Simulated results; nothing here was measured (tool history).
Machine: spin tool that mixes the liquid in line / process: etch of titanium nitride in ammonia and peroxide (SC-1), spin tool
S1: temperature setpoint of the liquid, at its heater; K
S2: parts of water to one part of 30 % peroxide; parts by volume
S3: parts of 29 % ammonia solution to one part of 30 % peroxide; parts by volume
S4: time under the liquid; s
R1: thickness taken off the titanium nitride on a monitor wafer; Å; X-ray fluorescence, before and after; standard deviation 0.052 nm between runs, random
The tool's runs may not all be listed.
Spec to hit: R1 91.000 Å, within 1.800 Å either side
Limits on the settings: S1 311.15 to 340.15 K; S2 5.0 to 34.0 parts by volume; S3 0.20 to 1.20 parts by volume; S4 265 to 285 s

run,hour,S1,S2,S3,S4,R1
1,0.0,324.15,19.0,0.75,265,148.490
2,2.2,322.65,19.0,0.75,265,133.600
3,9.7,321.65,19.0,0.75,265,125.300
4,12.6,315.65,19.0,0.75,265,81.188
5,19.1,315.65,19.0,0.75,285,87.927
6,21.0,312.15,19.0,0.75,285,67.504
7,24.0,313.15,19.0,0.75,285,72.613
8,27.0,313.65,19.0,0.75,285,74.915
9,32.9,313.65,19.0,0.75,285,75.572
10,33.7,314.15,19.0,0.75,285,78.414
11,42.6,314.65,19.0,0.75,285,81.184
12,47.4,315.15,19.0,0.75,285,84.133
13,51.5,315.65,19.0,0.75,285,87.324

4 candidate next runs follow, results not yet known. Just one meets every target within its allowed miss. Identify it.
A,55.6,315.15,17.0,0.60,285,?
B,55.6,312.65,9.5,0.35,280,?
C,55.6,313.15,14.0,1.10,285,?
D,55.6,314.65,18.5,1.00,285,?

move,R1
A,85.894
B,87.043
C,91.240
D,86.508
A: lands further from the targets than the last run did
B: lands further from the targets than the last run did
C: in spec on every target
D: lands further from the targets than the last run did
The right move is C.

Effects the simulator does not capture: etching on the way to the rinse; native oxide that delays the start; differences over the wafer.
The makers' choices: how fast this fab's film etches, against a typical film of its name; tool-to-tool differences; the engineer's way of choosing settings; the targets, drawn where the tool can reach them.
